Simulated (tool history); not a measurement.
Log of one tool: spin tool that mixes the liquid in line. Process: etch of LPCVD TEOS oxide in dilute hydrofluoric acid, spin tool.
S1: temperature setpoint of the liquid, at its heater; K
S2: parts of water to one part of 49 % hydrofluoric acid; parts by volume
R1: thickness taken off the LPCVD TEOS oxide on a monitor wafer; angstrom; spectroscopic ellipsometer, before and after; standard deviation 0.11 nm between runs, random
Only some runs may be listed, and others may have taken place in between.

run 1 hour=0.0 | S1=299.15 S2=95 time_under_the_liquid_(s)=15 | R1=95.685
run 2 hour=6.1 | S1=299.15 S2=95 time_under_the_liquid_(s)=15 | R1=95.156
run 3 hour=7.0 | S1=299.15 S2=95 time_under_the_liquid_(s)=15 | R1=95.650
run 4 hour=10.3 | S1=299.15 S2=110 time_under_the_liquid_(s)=15 | R1=81.638
run 5 hour=12.4 | S1=300.15 S2=100 time_under_the_liquid_(s)=15 | R1=93.556
run 6 hour=15.0 | S1=300.15 S2=115 time_under_the_liquid_(s)=15 | R1=79.642
run 7 hour=22.1 | S1=301.15 S2=105 time_under_the_liquid_(s)=15 | R1=92.243
run 8 hour=29.8 | S1=301.65 S2=95 time_under_the_liquid_(s)=15 | R1=105.260

Run 9, settings as shown, results not yet in. Your forecast:
run 9 hour=35.3 | S1=302.15 S2=85 time_under_the_liquid_(s)=15 | R1=?

{"run 9": {"R1": 121.24}}
